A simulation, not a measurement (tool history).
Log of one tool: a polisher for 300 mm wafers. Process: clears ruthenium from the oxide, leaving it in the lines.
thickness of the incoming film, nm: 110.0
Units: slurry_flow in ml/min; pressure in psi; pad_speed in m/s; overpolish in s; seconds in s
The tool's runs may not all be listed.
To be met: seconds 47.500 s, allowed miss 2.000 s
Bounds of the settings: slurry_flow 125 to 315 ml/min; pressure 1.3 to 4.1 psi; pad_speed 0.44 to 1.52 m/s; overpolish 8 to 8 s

Run 1, hour 0.0: slurry_flow 205 ml/min, pressure 2.7 psi, pad_speed 0.98 m/s, overpolish 8 s. Result: seconds 69.042 s.
Run 2, hour 3.4: slurry_flow 205 ml/min, pressure 2.7 psi, pad_speed 0.82 m/s, overpolish 8 s. Result: seconds 79.096 s.
Run 3, hour 4.3: slurry_flow 230 ml/min, pressure 2.7 psi, pad_speed 0.82 m/s, overpolish 8 s. Result: seconds 79.264 s.
Run 4, hour 10.6: slurry_flow 230 ml/min, pressure 2.7 psi, pad_speed 0.82 m/s, overpolish 8 s. Result: seconds 78.983 s.
Run 5, hour 12.0: slurry_flow 230 ml/min, pressure 2.7 psi, pad_speed 0.82 m/s, overpolish 8 s. Result: seconds 79.897 s.
Run 6, hour 14.4: slurry_flow 265 ml/min, pressure 2.7 psi, pad_speed 0.82 m/s, overpolish 8 s. Result: seconds 77.069 s.
Run 7, hour 20.3: slurry_flow 275 ml/min, pressure 3.4 psi, pad_speed 0.86 m/s, overpolish 8 s. Result: seconds 58.981 s.
Run 8, hour 25.8: slurry_flow 275 ml/min, pressure 3.6 psi, pad_speed 0.86 m/s, overpolish 8 s. Result: seconds 56.709 s.
Run 9, hour 33.1: slurry_flow 275 ml/min, pressure 3.8 psi, pad_speed 0.88 m/s, overpolish 8 s. Result: seconds 52.792 s.
Run 10, hour 35.7: slurry_flow 275 ml/min, pressure 3.9 psi, pad_speed 0.88 m/s, overpolish 8 s. Result: seconds 50.437 s.
Run 11, hour 44.7: slurry_flow 275 ml/min, pressure 4.0 psi, pad_speed 0.88 m/s, overpolish 8 s. Result: seconds 50.013 s.

5 next moves are on the table. One of them brings every result within its allowed miss. Which?
Run A, hour 53.7: slurry_flow 275 ml/min, pressure 3.9 psi, pad_speed 0.80 m/s, overpolish 8 s. Result: seconds ?.
Run B, hour 53.7: slurry_flow 250 ml/min, pressure 3.7 psi, pad_speed 0.86 m/s, overpolish 8 s. Result: seconds ?.
Run C, hour 53.7: slurry_flow 250 ml/min, pressure 4.0 psi, pad_speed 0.76 m/s, overpolish 8 s. Result: seconds ?.
Run D, hour 53.7: slurry_flow 300 ml/min, pressure 4.0 psi, pad_speed 0.92 m/s, overpolish 8 s. Result: seconds ?.
Run E, hour 53.7: slurry_flow 230 ml/min, pressure 3.6 psi, pad_speed 0.92 m/s, overpolish 8 s. Result: seconds ?.

move  seconds
   A   54.219
   B   54.642
   C   55.488
   D   47.208
   E   53.853
A: further off than the last run
B: further off than the last run
C: further off than the last run
D: meets every target
E: further off than the last run
Move D is the one to make.
